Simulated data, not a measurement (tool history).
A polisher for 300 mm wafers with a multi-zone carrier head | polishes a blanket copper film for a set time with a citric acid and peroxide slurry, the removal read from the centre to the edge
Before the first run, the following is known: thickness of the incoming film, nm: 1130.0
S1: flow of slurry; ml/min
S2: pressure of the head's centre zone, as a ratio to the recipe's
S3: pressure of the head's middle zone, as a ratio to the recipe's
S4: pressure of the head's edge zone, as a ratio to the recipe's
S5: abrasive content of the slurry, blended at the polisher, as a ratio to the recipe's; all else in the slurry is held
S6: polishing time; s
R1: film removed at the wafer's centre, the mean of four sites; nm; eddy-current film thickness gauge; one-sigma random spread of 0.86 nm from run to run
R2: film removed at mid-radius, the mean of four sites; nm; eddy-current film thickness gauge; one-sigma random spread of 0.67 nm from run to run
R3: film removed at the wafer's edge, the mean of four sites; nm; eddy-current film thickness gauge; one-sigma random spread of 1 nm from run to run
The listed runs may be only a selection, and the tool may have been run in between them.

{"run": 1, "hour": 0.0, "S1": 185, "S2": 1.0, "S3": 1.0, "S4": 1.0, "S5": 1.0, "S6": 65, "R1": 94.327, "R2": 91.145, "R3": 98.043}
{"run": 2, "hour": 7.2, "S1": 185, "S2": 1.0, "S3": 1.0, "S4": 1.0, "S5": 1.0, "S6": 59, "R1": 85.908, "R2": 83.115, "R3": 88.105}
{"run": 3, "hour": 9.9, "S1": 190, "S2": 1.01, "S3": 0.99, "S4": 1.0, "S5": 1.0, "S6": 59, "R1": 88.115, "R2": 83.469, "R3": 88.312}
{"run": 4, "hour": 13.9, "S1": 150, "S2": 1.01, "S3": 0.99, "S4": 1.0, "S5": 1.0, "S6": 59, "R1": 84.564, "R2": 80.698, "R3": 87.889}
{"run": 5, "hour": 19.0, "S1": 150, "S2": 0.96, "S3": 0.99, "S4": 1.0, "S5": 1.0, "S6": 59, "R1": 79.424, "R2": 81.103, "R3": 86.042}
{"run": 6, "hour": 23.5, "S1": 150, "S2": 0.96, "S3": 0.99, "S4": 1.0, "S5": 1.0, "S6": 51, "R1": 69.619, "R2": 68.575, "R3": 75.556}
{"run": 7, "hour": 25.2, "S1": 155, "S2": 0.98, "S3": 1.0, "S4": 1.01, "S5": 1.0, "S6": 51, "R1": 70.392, "R2": 71.855, "R3": 76.077}
{"run": 8, "hour": 33.1, "S1": 160, "S2": 1.0, "S3": 1.0, "S4": 1.02, "S5": 1.0, "S6": 51, "R1": 72.249, "R2": 70.723, "R3": 76.837}
{"run": 9, "hour": 41.2, "S1": 165, "S2": 1.02, "S3": 1.0, "S4": 1.03, "S5": 1.05, "S6": 51, "R1": 75.145, "R2": 72.291, "R3": 77.787}
{"run": 10, "hour": 46.4, "S1": 170, "S2": 1.03, "S3": 1.0, "S4": 1.04, "S5": 1.1, "S6": 51, "R1": 78.311, "R2": 72.646, "R3": 78.457}
{"run": 11, "hour": 50.8, "S1": 220, "S2": 1.08, "S3": 1.03, "S4": 1.14, "S5": 1.3, "S6": 53, "R1": 90.615, "R2": 83.597, "R3": 90.715}
{"run": 12, "hour": 53.4, "S1": 220, "S2": 1.09, "S3": 1.03, "S4": 1.14, "S5": 1.3, "S6": 53, "R1": 89.26, "R2": 82.169, "R3": 89.895}

Expected results for the next run?
{"run": 13, "hour": 61.7, "S1": 220, "S2": 1.1, "S3": 1.03, "S4": 1.14, "S5": 1.3, "S6": 53, "R1": "?", "R2": "?", "R3": "?"}

{"run 13": {"R1": 94.025, "R2": 82.417, "R3": 89.498}}

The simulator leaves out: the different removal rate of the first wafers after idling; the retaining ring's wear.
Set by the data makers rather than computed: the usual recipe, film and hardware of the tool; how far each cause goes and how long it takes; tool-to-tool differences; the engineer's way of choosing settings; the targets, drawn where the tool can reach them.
